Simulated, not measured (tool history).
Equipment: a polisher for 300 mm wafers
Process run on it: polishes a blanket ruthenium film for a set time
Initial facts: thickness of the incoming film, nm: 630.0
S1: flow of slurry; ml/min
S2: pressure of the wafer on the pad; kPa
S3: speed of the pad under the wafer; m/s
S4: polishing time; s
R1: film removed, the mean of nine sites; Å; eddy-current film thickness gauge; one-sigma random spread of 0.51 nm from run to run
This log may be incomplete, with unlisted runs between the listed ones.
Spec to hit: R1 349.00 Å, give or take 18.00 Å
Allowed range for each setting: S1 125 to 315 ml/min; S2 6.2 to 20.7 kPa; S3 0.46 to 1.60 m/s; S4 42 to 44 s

| run | hour | S1 | S2 | S3 | S4 | R1 |
|---|---|---|---|---|---|---|
| 1 | 0.0 | 205 | 13.1 | 1.02 | 42 | 460.36 |
| 2 | 1.1 | 205 | 12.4 | 1.02 | 42 | 431.59 |
| 3 | 6.7 | 205 | 12.4 | 1.02 | 44 | 447.12 |
| 4 | 9.7 | 205 | 11.7 | 1.02 | 44 | 437.43 |
| 5 | 15.8 | 230 | 11.7 | 1.02 | 44 | 425.50 |
| 6 | 22.9 | 195 | 11.7 | 1.02 | 44 | 427.18 |
| 7 | 25.1 | 195 | 11.0 | 1.02 | 44 | 386.87 |
|  | 34.2 | worn pad replaced by a new one |
| 8 | 34.2 | 195 | 10.3 | 1.02 | 44 | 410.00 |
| 9 | 38.3 | 195 | 9.7 | 1.02 | 44 | 375.02 |

Of the 4 settings listed for the next run, only one would bring every result within its allowed miss of target. Which one?
| A | 42.4 | 190 | 10.3 | 0.96 | 42 | ? |
| B | 42.4 | 200 | 10.3 | 1.10 | 42 | ? |
| C | 42.4 | 200 | 10.3 | 1.04 | 42 | ? |
| D | 42.4 | 205 | 10.3 | 1.00 | 44 | ? |

| move | R1 |
|---|---|
| A | 356.67 |
| B | 409.87 |
| C | 388.13 |
| D | 392.70 |
A: all results land within tolerance of their targets
B: misses by more than the last run did
C: misses by more than the last run did
D: misses by more than the last run did
Answer: A

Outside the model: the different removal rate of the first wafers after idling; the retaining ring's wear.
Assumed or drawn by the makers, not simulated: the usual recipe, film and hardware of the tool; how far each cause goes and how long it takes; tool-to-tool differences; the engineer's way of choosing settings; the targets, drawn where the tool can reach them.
